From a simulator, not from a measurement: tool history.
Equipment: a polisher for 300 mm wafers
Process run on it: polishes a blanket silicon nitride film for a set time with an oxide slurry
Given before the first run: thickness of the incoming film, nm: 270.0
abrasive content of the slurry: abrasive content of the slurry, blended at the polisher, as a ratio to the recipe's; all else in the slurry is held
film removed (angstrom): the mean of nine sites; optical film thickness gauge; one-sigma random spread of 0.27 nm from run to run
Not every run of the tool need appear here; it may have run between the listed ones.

run	day	flow of slurry (ml/min)	pressure of the wafer on the pad (psi)	speed of the pad under the wafer (cm/s)	abrasive content of the slurry	polishing time (s)	film removed (angstrom)
1	0	160	3.6	112	1	98	559.31
2	0.333	185	3.6	112	1	98	577.01
3	0.708	185	3.6	112	0.9	98	528.9
4	0.967	180	3.5	112	0.9	98	508.4
5	1.179	180	3.5	122	0.9	98	552.49
6	1.392	175	3.4	122	0.9	98	528.81

What does the tool deliver on the next run?
7	1.654	170	3.3	122	0.9	98	?

Run 7 measured film removed (angstrom) 518.17.
